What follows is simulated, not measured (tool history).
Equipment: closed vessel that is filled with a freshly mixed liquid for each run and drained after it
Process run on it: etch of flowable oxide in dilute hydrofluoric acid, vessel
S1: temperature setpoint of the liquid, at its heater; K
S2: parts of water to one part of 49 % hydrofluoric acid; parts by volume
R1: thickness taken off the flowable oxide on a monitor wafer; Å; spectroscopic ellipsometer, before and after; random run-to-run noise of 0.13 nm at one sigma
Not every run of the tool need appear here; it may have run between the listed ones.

{"run": 1, "hour": 0.0, "S1": 298.15, "S2": 170, "time in the liquid (s)": 30, "R1": 69.846}
{"run": 2, "hour": 5.3, "S1": 296.65, "S2": 170, "time in the liquid (s)": 30, "R1": 66.242}
{"run": 3, "hour": 10.7, "S1": 296.65, "S2": 170, "time in the liquid (s)": 30, "R1": 66.694}
{"run": 4, "hour": 12.5, "S1": 296.65, "S2": 170, "time in the liquid (s)": 30, "R1": 65.761}
{"run": 5, "hour": 21.0, "S1": 296.65, "S2": 205, "time in the liquid (s)": 30, "R1": 53.164}
{"run": 6, "hour": 25.3, "S1": 296.65, "S2": 180, "time in the liquid (s)": 30, "R1": 62.56}
{"run": 7, "hour": 30.8, "S1": 298.15, "S2": 160, "time in the liquid (s)": 30, "R1": 75.188}
{"run": 8, "hour": 39.4, "S1": 299.65, "S2": 145, "time in the liquid (s)": 30, "R1": 89.456}

Expected results for the next run?
{"run": 9, "hour": 46.3, "S1": 300.65, "S2": 135, "time in the liquid (s)": 30, "R1": "?"}

Run 9 produced R1 101.030 Å.
